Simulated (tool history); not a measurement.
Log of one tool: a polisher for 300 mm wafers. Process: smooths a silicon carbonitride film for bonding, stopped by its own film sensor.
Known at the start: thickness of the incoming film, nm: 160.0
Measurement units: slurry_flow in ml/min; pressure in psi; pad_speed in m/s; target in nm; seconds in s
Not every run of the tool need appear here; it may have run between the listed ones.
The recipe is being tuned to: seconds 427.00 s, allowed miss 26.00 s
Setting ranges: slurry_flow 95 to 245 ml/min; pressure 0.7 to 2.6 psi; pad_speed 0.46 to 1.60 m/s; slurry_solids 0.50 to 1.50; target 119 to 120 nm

Run 1, hour 0.0: slurry_flow 155 ml/min, pressure 1.6 psi, pad_speed 1.02 m/s, slurry_solids 1.00, target 120 nm. Result: seconds 228.30 s.
Run 2, hour 4.4: slurry_flow 155 ml/min, pressure 1.8 psi, pad_speed 1.02 m/s, slurry_solids 1.00, target 120 nm. Result: seconds 211.97 s.
Run 3, hour 5.6: slurry_flow 130 ml/min, pressure 1.8 psi, pad_speed 1.02 m/s, slurry_solids 1.00, target 120 nm. Result: seconds 217.05 s.
Run 4, hour 14.2: slurry_flow 160 ml/min, pressure 1.8 psi, pad_speed 1.02 m/s, slurry_solids 1.00, target 120 nm. Result: seconds 210.41 s.
Run 5, hour 22.6: slurry_flow 160 ml/min, pressure 1.8 psi, pad_speed 1.02 m/s, slurry_solids 1.00, target 119 nm. Result: seconds 213.97 s.
Run 6, hour 30.8: slurry_flow 160 ml/min, pressure 1.5 psi, pad_speed 0.96 m/s, slurry_solids 1.00, target 119 nm. Result: seconds 261.14 s.
Run 7, hour 39.4: slurry_flow 160 ml/min, pressure 1.3 psi, pad_speed 0.92 m/s, slurry_solids 1.00, target 119 nm. Result: seconds 302.71 s.
Run 8, hour 40.4: slurry_flow 160 ml/min, pressure 1.1 psi, pad_speed 0.90 m/s, slurry_solids 1.00, target 119 nm. Result: seconds 331.29 s.

Which one of the following 4 next-run settings gets every result inside its allowed miss? There is exactly one.
Run A, hour 41.4: slurry_flow 195 ml/min, pressure 1.2 psi, pad_speed 0.82 m/s, slurry_solids 0.70, target 119 nm. Result: seconds ?.
Run B, hour 41.4: slurry_flow 175 ml/min, pressure 1.2 psi, pad_speed 1.04 m/s, slurry_solids 1.35, target 120 nm. Result: seconds ?.
Run C, hour 41.4: slurry_flow 125 ml/min, pressure 1.6 psi, pad_speed 0.90 m/s, slurry_solids 1.00, target 119 nm. Result: seconds ?.
Run D, hour 41.4: slurry_flow 160 ml/min, pressure 0.9 psi, pad_speed 0.64 m/s, slurry_solids 0.90, target 119 nm. Result: seconds ?.

move  seconds
   A   414.84
   B   237.22
   C   268.47
   D   530.54
A: hits every target within its allowed miss
B: the biggest miss grows against the last run
C: the biggest miss grows against the last run
D: pushes the last run's worst result past its target
A is the move that brings every result within its allowed miss.

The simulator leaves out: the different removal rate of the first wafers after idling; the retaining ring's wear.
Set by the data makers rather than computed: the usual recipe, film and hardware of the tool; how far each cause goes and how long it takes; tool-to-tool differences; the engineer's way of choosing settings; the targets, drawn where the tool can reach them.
